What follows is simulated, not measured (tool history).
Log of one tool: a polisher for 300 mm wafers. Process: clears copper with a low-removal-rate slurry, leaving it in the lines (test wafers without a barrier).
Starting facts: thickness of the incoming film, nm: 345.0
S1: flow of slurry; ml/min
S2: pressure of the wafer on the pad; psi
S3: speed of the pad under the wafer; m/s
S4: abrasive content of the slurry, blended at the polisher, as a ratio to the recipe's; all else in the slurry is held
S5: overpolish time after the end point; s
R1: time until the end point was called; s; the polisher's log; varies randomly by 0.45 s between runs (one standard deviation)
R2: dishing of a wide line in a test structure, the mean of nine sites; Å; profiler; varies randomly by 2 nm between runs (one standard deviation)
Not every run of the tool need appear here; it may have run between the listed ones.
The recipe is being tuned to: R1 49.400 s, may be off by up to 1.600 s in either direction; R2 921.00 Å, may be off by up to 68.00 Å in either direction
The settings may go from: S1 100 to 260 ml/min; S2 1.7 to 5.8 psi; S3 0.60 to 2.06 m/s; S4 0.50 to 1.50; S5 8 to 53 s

| run | hour | S1 | S2 | S3 | S4 | S5 | R1 | R2 |
|---|---|---|---|---|---|---|---|---|
| 1 | 0.0 | 165 | 3.7 | 1.32 | 1.00 | 27 | 69.982 | 712.03 |
| 2 | 7.4 | 180 | 3.7 | 1.32 | 1.00 | 27 | 67.698 | 753.00 |
| 3 | 16.0 | 155 | 3.7 | 1.32 | 1.00 | 27 | 69.679 | 674.26 |
| 4 | 22.0 | 155 | 3.7 | 1.56 | 1.00 | 27 | 59.794 | 767.76 |
| 5 | 30.7 | 155 | 3.7 | 1.56 | 1.10 | 27 | 57.227 | 818.83 |
| 6 | 34.3 | 160 | 3.7 | 1.56 | 1.10 | 27 | 56.820 | 796.99 |
| 7 | 37.9 | 165 | 3.7 | 1.56 | 1.10 | 27 | 57.134 | 826.28 |
| 8 | 45.1 | 170 | 3.7 | 1.56 | 1.10 | 27 | 56.790 | 808.02 |
| 9 | 53.3 | 170 | 3.7 | 1.56 | 1.10 | 27 | 57.260 | 814.11 |
| 10 | 58.1 | 170 | 3.8 | 1.56 | 1.10 | 27 | 56.606 | 817.51 |

Which of these 5 next moves meets every target?
| A | 62.9 | 150 | 4.8 | 1.56 | 1.15 | 27 | ? | ? |
| B | 62.9 | 165 | 4.3 | 1.74 | 1.10 | 27 | ? | ? |
| C | 62.9 | 185 | 3.6 | 1.94 | 1.10 | 19 | ? | ? |
| D | 62.9 | 165 | 4.0 | 1.82 | 1.05 | 45 | ? | ? |
| E | 62.9 | 165 | 4.5 | 1.54 | 1.10 | 28 | ? | ? |

| move | R1 | R2 |
|---|---|---|
| A | 46.064 | 908.83 |
| B | 45.333 | 906.13 |
| C | 46.375 | 718.33 |
| D | 46.760 | 1097.50 |
| E | 49.151 | 889.35 |
A: takes the biggest miss from the last run beyond its target
B: takes the biggest miss from the last run beyond its target
C: takes the biggest miss from the last run beyond its target
D: takes the biggest miss from the last run beyond its target
E: all results land within tolerance of their targets
The move that meets every target is E.
